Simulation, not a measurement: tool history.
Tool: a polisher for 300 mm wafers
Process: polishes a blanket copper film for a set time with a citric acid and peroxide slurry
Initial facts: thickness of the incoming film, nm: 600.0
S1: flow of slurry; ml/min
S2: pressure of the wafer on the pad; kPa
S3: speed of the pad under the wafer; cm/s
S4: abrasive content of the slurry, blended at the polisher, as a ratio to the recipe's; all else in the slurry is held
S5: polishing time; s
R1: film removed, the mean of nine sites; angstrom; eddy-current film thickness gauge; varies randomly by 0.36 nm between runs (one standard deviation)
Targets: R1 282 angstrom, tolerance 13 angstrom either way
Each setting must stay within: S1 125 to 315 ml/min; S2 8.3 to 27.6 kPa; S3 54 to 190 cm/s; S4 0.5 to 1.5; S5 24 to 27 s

Run 1, day 0: S1 205 ml/min, S2 17.9 kPa, S3 122 cm/s, S4 1, S5 27 s. Result: R1 500.58 angstrom.
Run 2, day 0.246: S1 205 ml/min, S2 15.2 kPa, S3 120 cm/s, S4 1, S5 27 s. Result: R1 430.39 angstrom.
Run 3, day 0.35: S1 185 ml/min, S2 15.2 kPa, S3 120 cm/s, S4 1, S5 27 s. Result: R1 403.4 angstrom.
Run 4, day 0.521: S1 185 ml/min, S2 11 kPa, S3 120 cm/s, S4 1, S5 27 s. Result: R1 314.5 angstrom.
Run 5, day 0.654: S1 175 ml/min, S2 11 kPa, S3 120 cm/s, S4 1, S5 27 s. Result: R1 313.08 angstrom.
Run 6, day 0.925: S1 170 ml/min, S2 11 kPa, S3 120 cm/s, S4 1, S5 27 s. Result: R1 306.96 angstrom.
Run 7, day 0.967: S1 165 ml/min, S2 11 kPa, S3 120 cm/s, S4 1, S5 27 s. Result: R1 307.58 angstrom.
Run 8, day 1.225: S1 165 ml/min, S2 9 kPa, S3 120 cm/s, S4 1, S5 27 s. Result: R1 255.35 angstrom.

Exactly one of the 4 candidate moves below puts every result within its allowed miss. Which one?
Run A, day 1.483: S1 170 ml/min, S2 11 kPa, S3 104 cm/s, S4 1, S5 26 s. Result: R1 ?.
Run B, day 1.483: S1 175 ml/min, S2 8.3 kPa, S3 116 cm/s, S4 1.1, S5 25 s. Result: R1 ?.
Run C, day 1.483: S1 170 ml/min, S2 8.3 kPa, S3 120 cm/s, S4 1.1, S5 27 s. Result: R1 ?.
Run D, day 1.483: S1 195 ml/min, S2 8.3 kPa, S3 158 cm/s, S4 0.7, S5 26 s. Result: R1 ?.

move      R1
   A     258
   B  220.44
   C  244.86
   D  281.93
A: nearer than the last run, and not there yet
B: lands further from the targets than the last run did
C: lands further from the targets than the last run did
D: each result inside its tolerance
Correct choice: D, which meets every target
